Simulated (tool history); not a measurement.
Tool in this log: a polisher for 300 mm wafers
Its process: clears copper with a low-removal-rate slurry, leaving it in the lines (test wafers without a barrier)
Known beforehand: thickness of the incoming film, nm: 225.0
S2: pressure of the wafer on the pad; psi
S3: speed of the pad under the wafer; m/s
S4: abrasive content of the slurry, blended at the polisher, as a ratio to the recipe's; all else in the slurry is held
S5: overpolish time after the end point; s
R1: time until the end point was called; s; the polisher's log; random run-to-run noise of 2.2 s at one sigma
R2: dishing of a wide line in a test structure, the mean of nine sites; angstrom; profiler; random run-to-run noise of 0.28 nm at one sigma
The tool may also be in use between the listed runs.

Run 1, hour 0.0: flow of slurry (ml/min) 225, S2 2.9 psi, S3 1.04 m/s, S4 1.0, S5 15 s. Result: R1 80.869 s, R2 271.85 angstrom.
Run 2, hour 3.6: flow of slurry (ml/min) 225, S2 2.7 psi, S3 1.04 m/s, S4 1.0, S5 14 s. Result: R1 86.280 s, R2 248.43 angstrom.
Run 3, hour 10.6: flow of slurry (ml/min) 225, S2 2.5 psi, S3 1.02 m/s, S4 1.0, S5 12 s. Result: R1 94.318 s, R2 206.87 angstrom.
Run 4, hour 11.5: flow of slurry (ml/min) 225, S2 1.9 psi, S3 1.02 m/s, S4 1.0, S5 12 s. Result: R1 123.460 s, R2 156.78 angstrom.
Run 5, hour 20.1: flow of slurry (ml/min) 225, S2 1.9 psi, S3 1.02 m/s, S4 0.8, S5 12 s. Result: R1 127.350 s, R2 154.92 angstrom.
Run 6, hour 23.7: flow of slurry (ml/min) 245, S2 1.9 psi, S3 1.02 m/s, S4 0.8, S5 12 s. Result: R1 127.900 s, R2 151.91 angstrom.
Run 7, hour 24.7: flow of slurry (ml/min) 245, S2 1.9 psi, S3 1.02 m/s, S4 0.8, S5 11 s. Result: R1 132.060 s, R2 143.24 angstrom.

Forecast run 8:
Run 8, hour 30.3: flow of slurry (ml/min) 245, S2 1.9 psi, S3 1.02 m/s, S4 0.8, S5 10 s. Result: R1 ?, R2 ?.

{"run 8": {"R1": 128.43, "R2": 126.56}}

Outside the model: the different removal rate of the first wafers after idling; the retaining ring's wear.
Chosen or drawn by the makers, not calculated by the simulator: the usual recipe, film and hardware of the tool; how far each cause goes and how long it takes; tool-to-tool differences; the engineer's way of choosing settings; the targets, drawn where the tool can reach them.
